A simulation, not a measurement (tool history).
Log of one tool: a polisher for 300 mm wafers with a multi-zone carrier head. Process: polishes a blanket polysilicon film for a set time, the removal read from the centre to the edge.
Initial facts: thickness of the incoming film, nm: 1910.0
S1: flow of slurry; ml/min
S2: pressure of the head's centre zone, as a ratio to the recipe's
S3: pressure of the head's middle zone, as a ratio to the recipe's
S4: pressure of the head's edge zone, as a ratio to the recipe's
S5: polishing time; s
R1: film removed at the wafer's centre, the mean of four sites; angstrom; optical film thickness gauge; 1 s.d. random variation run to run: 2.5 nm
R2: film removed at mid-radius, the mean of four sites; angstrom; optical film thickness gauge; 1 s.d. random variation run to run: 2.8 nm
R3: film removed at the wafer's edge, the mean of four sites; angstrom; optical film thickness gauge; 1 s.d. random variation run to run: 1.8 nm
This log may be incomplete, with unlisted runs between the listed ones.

run  hour   S1    S2    S3    S4  S5      R1      R2      R3
  1     0  270     1     1     1  34  4276.1  4190.3  4271.5
  2   8.7  230  1.01  0.98  0.93  27  3392.5  3129.9  3254.2
  3  14.2  230  1.01  0.98  0.89  27    3299  3208.3  3147.6
  4  23.2  230  1.03  0.98  0.86  23  2889.5  2720.3  2631.5
  5  26.1  230  1.03  0.98  0.86  31    3832  3676.2  3603.7
  6  26.7  185  1.03  0.98  0.86  31  3768.8    3607  3551.1
  7  27.5  190  1.04  0.99  0.86  26  3164.4  3075.3  2939.3
  8    33  200  1.05  0.98  0.86  23  2843.2  2677.8  2587.5
  9  39.8  200  1.06  0.97  0.85  21    2692  2401.6  2378.7
 10  43.9  200  1.05     1  0.81  17  2141.4  2065.1  1888.9

Predict the results of run 11:
 11  46.8  215  1.06   1  0.83  17   ?   ?   ?

{"run 11": {"R1": 2172.1, "R2": 2031, "R3": 1915.3}}
